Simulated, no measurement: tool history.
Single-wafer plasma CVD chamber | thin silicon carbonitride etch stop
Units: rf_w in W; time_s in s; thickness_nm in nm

run 1 hour=0 | rf_w=255 time_s=22.2 | thickness_nm=15.491
run 2 hour=6.5 | rf_w=255 time_s=19.8 | thickness_nm=13.743
run 3 hour=10.1 | rf_w=255 time_s=22.9 | thickness_nm=15.914
run 4 hour=14.3 | rf_w=250 time_s=22.2 | thickness_nm=15.312
run 5 hour=19.9 | rf_w=265 time_s=22.2 | thickness_nm=15.688
run 6 hour=23.1 | rf_w=260 time_s=21.7 | thickness_nm=15.233

Run 7 comes next. What will it give?
run 7 hour=24.7 | rf_w=255 time_s=21.3 | thickness_nm=?

Run 7 gave thickness_nm 14.78 nm.
